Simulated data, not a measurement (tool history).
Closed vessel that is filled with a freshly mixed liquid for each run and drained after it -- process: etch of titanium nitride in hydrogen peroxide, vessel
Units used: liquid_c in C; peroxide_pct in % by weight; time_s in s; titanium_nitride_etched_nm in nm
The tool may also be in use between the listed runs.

| run | day | liquid_c | peroxide_pct | time_s | titanium_nitride_etched_nm |
|---|---|---|---|---|---|
| 1 | 0.000 | 49.0 | 18.5 | 760 | 31.313 |
| 2 | 0.108 | 56.0 | 18.5 | 760 | 51.226 |
| 3 | 0.429 | 56.0 | 22.0 | 760 | 53.225 |
| 4 | 0.796 | 53.5 | 22.0 | 760 | 44.554 |
| 5 | 0.879 | 53.5 | 22.0 | 760 | 44.473 |
| 6 | 1.175 | 48.5 | 22.0 | 760 | 31.119 |
| 7 | 1.229 | 40.5 | 21.5 | 760 | 17.052 |
| 8 | 1.296 | 39.5 | 21.5 | 760 | 15.691 |
| 9 | 1.612 | 38.5 | 21.5 | 760 | 14.657 |

Run 10 comes next. What will it give?
| 10 | 1.775 | 38.0 | 21.5 | 760 | ? |

Run 10 gave titanium_nitride_etched_nm 13.966 nm.
